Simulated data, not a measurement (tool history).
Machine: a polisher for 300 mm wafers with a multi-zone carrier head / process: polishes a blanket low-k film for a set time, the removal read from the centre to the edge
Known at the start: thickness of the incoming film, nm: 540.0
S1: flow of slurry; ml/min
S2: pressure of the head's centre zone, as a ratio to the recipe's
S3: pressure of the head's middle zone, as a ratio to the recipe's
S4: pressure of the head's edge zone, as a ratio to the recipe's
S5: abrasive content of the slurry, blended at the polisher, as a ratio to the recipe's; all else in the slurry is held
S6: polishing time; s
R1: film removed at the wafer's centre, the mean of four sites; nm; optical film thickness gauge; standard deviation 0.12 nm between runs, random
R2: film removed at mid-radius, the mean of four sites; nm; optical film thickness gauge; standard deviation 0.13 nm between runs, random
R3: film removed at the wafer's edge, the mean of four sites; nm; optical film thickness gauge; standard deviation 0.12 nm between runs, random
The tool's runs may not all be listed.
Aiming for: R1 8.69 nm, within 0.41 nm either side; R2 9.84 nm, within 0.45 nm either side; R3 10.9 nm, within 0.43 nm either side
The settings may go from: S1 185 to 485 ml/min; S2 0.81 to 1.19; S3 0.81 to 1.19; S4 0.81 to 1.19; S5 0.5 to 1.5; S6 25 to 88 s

Run 1, hour 0: S1 310 ml/min, S2 1, S3 1, S4 1, S5 1, S6 56 s. Result: R1 19.345 nm, R2 19.753 nm, R3 19.63 nm.
Run 2, hour 4.5: S1 300 ml/min, S2 0.95, S3 0.97, S4 1.01, S5 0.85, S6 50 s. Result: R1 14.314 nm, R2 14.531 nm, R3 15.625 nm.
Run 3, hour 12.6: S1 300 ml/min, S2 0.95, S3 1, S4 1.01, S5 0.85, S6 50 s. Result: R1 14.316 nm, R2 15.785 nm, R3 15.357 nm.
Run 4, hour 13.8: S1 300 ml/min, S2 0.95, S3 1.05, S4 1.01, S5 0.85, S6 50 s. Result: R1 14.27 nm, R2 15.77 nm, R3 15.657 nm.
Run 5, hour 20.9: S1 300 ml/min, S2 0.95, S3 1.05, S4 1.01, S5 0.85, S6 39 s. Result: R1 11.405 nm, R2 12.449 nm, R3 12.142 nm.
Run 6, hour 29.2: S1 300 ml/min, S2 0.95, S3 1.05, S4 1.01, S5 0.65, S6 39 s. Result: R1 8.1775 nm, R2 9.3904 nm, R3 9.1649 nm.
Run 7, hour 36.1: S1 295 ml/min, S2 0.93, S3 1.03, S4 1.04, S5 0.65, S6 39 s. Result: R1 8.1695 nm, R2 9.1377 nm, R3 9.1132 nm.
Run 8, hour 37.2: S1 285 ml/min, S2 0.9, S3 1, S4 1.04, S5 0.65, S6 40 s. Result: R1 8.0685 nm, R2 9.0522 nm, R3 9.4275 nm.
Run 9, hour 43.2: S1 285 ml/min, S2 0.88, S3 0.99, S4 1.05, S5 0.7, S6 40 s. Result: R1 8.6092 nm, R2 10.184 nm, R3 10.424 nm.
Run 10, hour 48.4: S1 275 ml/min, S2 0.86, S3 0.89, S4 1.08, S5 0.65, S6 40 s. Result: R1 7.405 nm, R2 8.4105 nm, R3 9.4325 nm.
Run 11, hour 56.7: S1 285 ml/min, S2 0.86, S3 0.9, S4 1.09, S5 0.7, S6 40 s. Result: R1 8.4206 nm, R2 9.1542 nm, R3 10.486 nm.
Run 12, hour 59.6: S1 295 ml/min, S2 0.85, S3 0.91, S4 1.09, S5 0.7, S6 40 s. Result: R1 8.3085 nm, R2 9.3588 nm, R3 10.766 nm.

Below are 4 possible settings for the next run. Only one of them brings all results inside the allowed miss of their targets. Which is it?
Run A, hour 62.5: S1 350 ml/min, S2 0.85, S3 0.92, S4 1.06, S5 0.9, S6 32 s. Result: R1 ?, R2 ?, R3 ?.
Run B, hour 62.5: S1 300 ml/min, S2 0.83, S3 0.91, S4 1.08, S5 0.8, S6 33 s. Result: R1 ?, R2 ?, R3 ?.
Run C, hour 62.5: S1 345 ml/min, S2 0.86, S3 0.82, S4 1.19, S5 0.8, S6 34 s. Result: R1 ?, R2 ?, R3 ?.
Run D, hour 62.5: S1 390 ml/min, S2 0.81, S3 1.05, S4 1.04, S5 0.65, S6 40 s. Result: R1 ?, R2 ?, R3 ?.

move      R1      R2      R3
   A  8.7927  9.9605  10.631
   B  7.8694  9.0646  9.8894
   C  8.5282  8.6884  10.832
   D  7.6104    10.1  9.5167
A: all results in spec
B: further off than the last run
C: further off than the last run
D: meets the target for the result that was furthest off, but another lies outside its allowed miss
Go with A: it meets all targets.

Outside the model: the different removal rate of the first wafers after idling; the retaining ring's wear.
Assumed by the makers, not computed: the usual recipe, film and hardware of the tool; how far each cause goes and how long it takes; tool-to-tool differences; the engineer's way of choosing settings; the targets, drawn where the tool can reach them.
